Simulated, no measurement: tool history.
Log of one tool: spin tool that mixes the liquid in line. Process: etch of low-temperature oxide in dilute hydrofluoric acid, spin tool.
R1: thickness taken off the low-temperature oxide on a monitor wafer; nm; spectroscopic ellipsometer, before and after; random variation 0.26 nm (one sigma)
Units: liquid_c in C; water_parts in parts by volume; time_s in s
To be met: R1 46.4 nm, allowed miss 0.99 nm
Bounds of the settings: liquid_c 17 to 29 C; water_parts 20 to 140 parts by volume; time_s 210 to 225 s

{"run": 1, "hour": 0.0, "liquid_c": 21, "water_parts": 75, "time_s": 210, "R1": 50.798}
{"run": 2, "hour": 2.5, "liquid_c": 21, "water_parts": 75, "time_s": 225, "R1": 54.527}
{"run": 3, "hour": 3.8, "liquid_c": 21, "water_parts": 75, "time_s": 210, "R1": 50.97}
{"run": 4, "hour": 10.6, "liquid_c": 20.5, "water_parts": 75, "time_s": 210, "R1": 49.668}
{"run": 5, "hour": 14.0, "liquid_c": 20.5, "water_parts": 55, "time_s": 210, "R1": 69.643}
{"run": 6, "hour": 21.0, "liquid_c": 18, "water_parts": 55, "time_s": 210, "R1": 62.667}
{"run": 7, "hour": 23.4, "liquid_c": 18, "water_parts": 60, "time_s": 210, "R1": 56.663}
{"run": 8, "hour": 28.0, "liquid_c": 17.5, "water_parts": 65, "time_s": 210, "R1": 51.259}

4 next moves are on the table. One of them brings every result within its allowed miss. Which?
{"run": "A", "hour": 32.6, "liquid_c": 17, "water_parts": 65, "time_s": 210, "R1": "?"}
{"run": "B", "hour": 32.6, "liquid_c": 17.5, "water_parts": 75, "time_s": 220, "R1": "?"}
{"run": "C", "hour": 32.6, "liquid_c": 17, "water_parts": 60, "time_s": 210, "R1": "?"}
{"run": "D", "hour": 32.6, "liquid_c": 17.5, "water_parts": 60, "time_s": 225, "R1": "?"}

move=A R1=50.293
move=B R1=46.144
move=C R1=54.784
move=D R1=59.977
A: nearer than the last run, and not there yet
B: meets every target
C: further off than the last run
D: further off than the last run
Answer: B

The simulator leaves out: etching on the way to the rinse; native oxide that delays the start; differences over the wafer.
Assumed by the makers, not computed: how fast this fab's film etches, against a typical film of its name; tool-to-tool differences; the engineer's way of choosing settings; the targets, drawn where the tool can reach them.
